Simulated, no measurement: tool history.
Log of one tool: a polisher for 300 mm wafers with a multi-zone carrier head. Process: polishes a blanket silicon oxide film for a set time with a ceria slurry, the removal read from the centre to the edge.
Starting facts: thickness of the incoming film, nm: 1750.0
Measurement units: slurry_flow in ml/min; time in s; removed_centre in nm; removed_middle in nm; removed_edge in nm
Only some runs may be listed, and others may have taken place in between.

run	day	slurry_flow	centre_zone	middle_zone	edge_zone	time	removed_centre	removed_middle	removed_edge
1	0	200	1	1	1	73	369.34	361.25	364.16
2	0.112	200	0.97	1.03	1.04	79	380.23	397.78	408.23
3	0.442	210	0.96	1.07	1.06	83	402.02	437.09	424.49
4	0.771	205	0.94	1.08	1.08	88	417.17	472.37	447.92
5	0.942	205	0.94	1.08	1.08	98	457.46	527.03	502.9
6	1.279	205	0.94	1.08	1.08	90	425.13	486.5	461.24
7	1.575	205	0.92	1.08	1.1	93	433.54	499.03	471.29

Forecast run 8:
8	1.696	185	0.89	1.07	1.11	98	?	?	?

{"run 8": {"removed_centre": 432.53, "removed_middle": 502.61, "removed_edge": 501.84}}

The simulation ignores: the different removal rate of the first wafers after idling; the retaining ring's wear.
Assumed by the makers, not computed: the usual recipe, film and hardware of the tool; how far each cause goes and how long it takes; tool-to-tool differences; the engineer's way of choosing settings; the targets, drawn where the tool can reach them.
